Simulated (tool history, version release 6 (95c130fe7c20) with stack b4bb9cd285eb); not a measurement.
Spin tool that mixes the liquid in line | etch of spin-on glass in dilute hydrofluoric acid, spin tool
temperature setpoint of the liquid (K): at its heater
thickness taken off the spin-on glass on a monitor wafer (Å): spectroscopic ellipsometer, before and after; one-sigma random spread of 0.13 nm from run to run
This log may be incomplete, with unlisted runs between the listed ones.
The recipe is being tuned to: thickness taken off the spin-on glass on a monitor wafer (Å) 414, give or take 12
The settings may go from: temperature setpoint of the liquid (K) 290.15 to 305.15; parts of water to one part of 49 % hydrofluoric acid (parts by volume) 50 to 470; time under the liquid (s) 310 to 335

| run | hour | temperature setpoint of the liquid (K) | parts of water to one part of 49 % hydrofluoric acid (parts by volume) | time under the liquid (s) | thickness taken off the spin-on glass on a monitor wafer (Å) |
|---|---|---|---|---|---|
| 1 | 0 | 297.15 | 260 | 310 | 592.58 |
| 2 | 8.4 | 297.15 | 185 | 310 | 900.92 |
| 3 | 16.5 | 297.15 | 110 | 310 | 1642.5 |
| 4 | 18 | 296.15 | 140 | 310 | 1199.2 |
| 5 | 22.7 | 292.65 | 140 | 310 | 1042.1 |
| 6 | 30.8 | 292.65 | 140 | 335 | 1132.3 |
| 7 | 34.8 | 292.15 | 165 | 335 | 920.39 |
| 8 | 43.2 | 290.15 | 270 | 335 | 471.69 |
| 9 | 49.5 | 290.15 | 275 | 335 | 458.64 |
| 10 | 53.4 | 290.15 | 280 | 335 | 450.7 |
| 11 | 59.5 | 290.15 | 285 | 335 | 442.02 |

5 next moves are on the table. One of them brings every result within its allowed miss. Which?
| A | 65.6 | 290.65 | 270 | 335 | ? |
| B | 65.6 | 292.65 | 285 | 310 | ? |
| C | 65.6 | 293.65 | 295 | 310 | ? |
| D | 65.6 | 290.15 | 270 | 335 | ? |
| E | 65.6 | 290.15 | 280 | 310 | ? |

| move | thickness taken off the spin-on glass on a monitor wafer (Å) |
|---|---|
| A | 476.48 |
| B | 444.46 |
| C | 441.45 |
| D | 467.44 |
| E | 413.56 |
A: its largest miss is bigger than the last run's
B: its largest miss is bigger than the last run's
C: about as far from the targets as the last run
D: its largest miss is bigger than the last run's
E: each result inside its tolerance
Correct choice: E, which meets every target
